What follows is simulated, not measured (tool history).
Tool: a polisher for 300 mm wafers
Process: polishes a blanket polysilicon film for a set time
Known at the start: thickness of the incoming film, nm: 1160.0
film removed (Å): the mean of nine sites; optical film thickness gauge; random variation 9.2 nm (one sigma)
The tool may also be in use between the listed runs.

run	hour	flow of slurry (ml/min)	pressure of the wafer on the pad (psi)	speed of the pad under the wafer (cm/s)	polishing time (s)	film removed (Å)
1	0	215	2.5	96	67	3906.4
2	5.5	215	2.7	96	67	4201.2
3	8.1	215	2.8	96	67	4462.7
4	15.6	215	2.8	96	71	4639.5
5	23.8	215	2.9	96	71	4793.7
6	28.2	215	3.2	96	71	5246.7
7	37	215	3.3	96	71	5340

Run 8 comes next. What will it give?
8	38.1	215	3.4	96	71	?

{"run 8": {"film removed (Å)": 5702}}

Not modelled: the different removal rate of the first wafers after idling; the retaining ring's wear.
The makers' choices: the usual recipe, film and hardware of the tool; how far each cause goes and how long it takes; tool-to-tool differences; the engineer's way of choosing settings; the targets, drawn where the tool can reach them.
